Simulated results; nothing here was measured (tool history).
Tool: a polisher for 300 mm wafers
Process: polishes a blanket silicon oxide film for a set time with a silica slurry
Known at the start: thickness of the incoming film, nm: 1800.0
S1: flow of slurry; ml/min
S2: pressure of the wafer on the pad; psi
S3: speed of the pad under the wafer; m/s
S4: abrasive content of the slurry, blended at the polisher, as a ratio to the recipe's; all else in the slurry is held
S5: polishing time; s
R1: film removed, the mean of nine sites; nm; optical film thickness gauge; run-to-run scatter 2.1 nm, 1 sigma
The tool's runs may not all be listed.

run 1 hour=0.0 | S1=300 S2=2.7 S3=0.92 S4=1.0 S5=113 | R1=193.67
run 2 hour=6.0 | S1=300 S2=2.4 S3=0.92 S4=1.0 S5=113 | R1=171.94
run 3 hour=6.9 | S1=300 S2=2.6 S3=0.92 S4=1.0 S5=113 | R1=186.58
run 4 hour=11.7 | S1=300 S2=2.8 S3=0.92 S4=1.0 S5=113 | R1=201.64
run 5 hour=13.0 | S1=300 S2=3.0 S3=0.92 S4=1.0 S5=113 | R1=214.24
run 6 hour=19.0 | S1=300 S2=3.0 S3=0.92 S4=1.2 S5=113 | R1=226.42

What will run 7 give?
run 7 hour=21.7 | S1=300 S2=3.1 S3=0.92 S4=1.2 S5=113 | R1=?

Run 7 gave R1 234.12 nm.

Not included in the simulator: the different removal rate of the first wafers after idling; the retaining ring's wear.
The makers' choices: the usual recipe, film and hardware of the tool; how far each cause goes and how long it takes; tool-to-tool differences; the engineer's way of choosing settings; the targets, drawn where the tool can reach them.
